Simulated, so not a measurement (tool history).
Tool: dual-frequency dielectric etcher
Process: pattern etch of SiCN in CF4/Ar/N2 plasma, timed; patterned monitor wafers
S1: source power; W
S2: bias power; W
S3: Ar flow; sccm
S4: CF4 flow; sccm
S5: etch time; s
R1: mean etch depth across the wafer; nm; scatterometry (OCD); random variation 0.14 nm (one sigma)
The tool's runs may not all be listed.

Run 1, hour 0.0: S1 500 W, S2 73 W, S3 89 sccm, S4 84 sccm, S5 54.5 s. Result: R1 54.614 nm.
Run 2, hour 4.8: S1 510 W, S2 73 W, S3 89 sccm, S4 84 sccm, S5 54.5 s. Result: R1 55.479 nm.
Run 3, hour 8.1: S1 510 W, S2 73 W, S3 73 sccm, S4 84 sccm, S5 54.5 s. Result: R1 56.965 nm.
Run 4, hour 10.8: S1 510 W, S2 73 W, S3 57 sccm, S4 84 sccm, S5 54.5 s. Result: R1 58.320 nm.
Run 5, hour 15.6: S1 520 W, S2 73 W, S3 57 sccm, S4 84 sccm, S5 54.5 s. Result: R1 59.490 nm.
Run 6, hour 21.8: S1 520 W, S2 73 W, S3 57 sccm, S4 84 sccm, S5 54.5 s. Result: R1 59.305 nm.
Run 7, hour 23.3: S1 530 W, S2 73 W, S3 57 sccm, S4 84 sccm, S5 54.5 s. Result: R1 60.492 nm.
Run 8, hour 25.4: S1 540 W, S2 73 W, S3 57 sccm, S4 84 sccm, S5 54.5 s. Result: R1 61.036 nm.

Run 9 comes next. What will it give?
Run 9, hour 27.7: S1 550 W, S2 73 W, S3 57 sccm, S4 84 sccm, S5 54.5 s. Result: R1 ?.

R1: 61.936 nm
